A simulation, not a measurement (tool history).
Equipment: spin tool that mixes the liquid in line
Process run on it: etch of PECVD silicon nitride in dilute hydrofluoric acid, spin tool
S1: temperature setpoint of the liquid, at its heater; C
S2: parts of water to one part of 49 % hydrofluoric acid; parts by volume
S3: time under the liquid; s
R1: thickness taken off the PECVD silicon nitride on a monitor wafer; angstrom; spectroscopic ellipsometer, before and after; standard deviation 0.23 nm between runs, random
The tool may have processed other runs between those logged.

Run 1, hour 0: S1 26 C, S2 110 parts by volume, S3 310 s. Result: R1 177.53 angstrom.
Run 2, hour 8.7: S1 26 C, S2 110 parts by volume, S3 330 s. Result: R1 191.23 angstrom.
Run 3, hour 10.9: S1 27.5 C, S2 110 parts by volume, S3 330 s. Result: R1 207.24 angstrom.
Run 4, hour 12.4: S1 27.5 C, S2 135 parts by volume, S3 330 s. Result: R1 169.93 angstrom.
Run 5, hour 20.4: S1 27.5 C, S2 170 parts by volume, S3 330 s. Result: R1 135.28 angstrom.
Run 6, hour 26.4: S1 27.5 C, S2 170 parts by volume, S3 310 s. Result: R1 127.47 angstrom.
Run 7, hour 27.8: S1 28.5 C, S2 155 parts by volume, S3 310 s. Result: R1 147.59 angstrom.
Run 8, hour 32: S1 29.5 C, S2 140 parts by volume, S3 310 s. Result: R1 175.85 angstrom.
Run 9, hour 37.7: S1 30 C, S2 130 parts by volume, S3 310 s. Result: R1 195.4 angstrom.
Run 10, hour 42.7: S1 30.5 C, S2 120 parts by volume, S3 310 s. Result: R1 216.85 angstrom.
Run 11, hour 45.2: S1 31 C, S2 115 parts by volume, S3 310 s. Result: R1 235.92 angstrom.

Expected results for the next run?
Run 12, hour 54: S1 34 C, S2 85 parts by volume, S3 310 s. Result: R1 ?.

Run 12 came out at R1 382 angstrom.
